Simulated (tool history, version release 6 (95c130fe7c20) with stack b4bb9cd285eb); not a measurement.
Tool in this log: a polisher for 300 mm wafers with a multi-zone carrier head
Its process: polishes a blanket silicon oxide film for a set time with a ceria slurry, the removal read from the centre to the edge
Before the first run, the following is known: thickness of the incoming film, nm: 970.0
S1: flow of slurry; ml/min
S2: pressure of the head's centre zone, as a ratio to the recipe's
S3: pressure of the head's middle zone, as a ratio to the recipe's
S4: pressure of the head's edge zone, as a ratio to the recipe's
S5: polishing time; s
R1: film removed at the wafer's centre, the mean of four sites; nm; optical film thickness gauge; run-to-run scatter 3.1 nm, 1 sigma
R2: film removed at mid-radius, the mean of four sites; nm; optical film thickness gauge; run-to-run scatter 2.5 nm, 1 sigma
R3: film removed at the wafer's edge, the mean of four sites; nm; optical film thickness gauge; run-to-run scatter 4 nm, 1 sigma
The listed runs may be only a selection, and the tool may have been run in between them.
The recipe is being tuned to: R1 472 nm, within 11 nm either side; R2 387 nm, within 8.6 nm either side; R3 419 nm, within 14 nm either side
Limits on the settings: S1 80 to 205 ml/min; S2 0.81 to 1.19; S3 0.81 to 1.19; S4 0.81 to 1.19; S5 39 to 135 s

run 1 hour=0 | S1=135 S2=1 S3=1 S4=1 S5=87 | R1=272.97 R2=307.48 R3=316.98
run 2 hour=7.5 | S1=150 S2=1.04 S3=0.98 S4=0.99 S5=91 | R1=302.75 R2=322.09 R3=336.1
run 3 hour=15.6 | S1=160 S2=1.07 S3=0.95 S4=0.96 S5=96 | R1=334.71 R2=332.77 R3=349.43
run 4 hour=20.6 | S1=170 S2=1.1 S3=0.94 S4=0.96 S5=99 | R1=362.54 R2=341.92 R3=361.88
run 5 hour=22.3 | S1=175 S2=1.12 S3=0.93 S4=0.96 S5=102 | R1=378.14 R2=353.41 R3=370.39
run 6 hour=28.6 | S1=180 S2=1.14 S3=0.91 S4=0.96 S5=105 | R1=398.05 R2=360.39 R3=389.67
run 7 hour=33.4 | S1=185 S2=1.15 S3=0.9 S4=0.94 S5=107 | R1=416.37 R2=362.95 R3=397.06
run 8 hour=35.2 | S1=190 S2=1.16 S3=0.9 S4=0.93 S5=108 | R1=424.5 R2=369.93 R3=397.25
run 9 hour=41.2 | S1=195 S2=1.17 S3=0.89 S4=0.92 S5=109 | R1=432.95 R2=368.71 R3=396.52
run 10 hour=44 | S1=195 S2=1.17 S3=0.89 S4=0.92 S5=110 | R1=432.2 R2=374.41 R3=404.64

4 candidate next runs follow, results not yet known. Just one meets every target within its allowed miss. Identify it.
run A hour=46.8 | S1=205 S2=1.08 S3=0.81 S4=0.99 S5=121 | R1=? R2=? R3=?
run B hour=46.8 | S1=190 S2=1.16 S3=0.85 S4=0.95 S5=112 | R1=? R2=? R3=?
run C hour=46.8 | S1=165 S2=1.16 S3=0.83 S4=0.81 S5=124 | R1=? R2=? R3=?
run D hour=46.8 | S1=185 S2=1.08 S3=0.88 S4=0.94 S5=109 | R1=? R2=? R3=?

move=A R1=448.95 R2=388.16 R3=455.77
move=B R1=441.38 R2=369.45 R3=410.03
move=C R1=475.95 R2=391.96 R3=415.28
move=D R1=397.7 R2=368.59 R3=395.7
A: closer than the last run, but not yet in spec
B: closer than the last run, but not yet in spec
C: every result lands within tolerance
D: lands further from the targets than the last run did
C is the move that brings every result within its allowed miss.

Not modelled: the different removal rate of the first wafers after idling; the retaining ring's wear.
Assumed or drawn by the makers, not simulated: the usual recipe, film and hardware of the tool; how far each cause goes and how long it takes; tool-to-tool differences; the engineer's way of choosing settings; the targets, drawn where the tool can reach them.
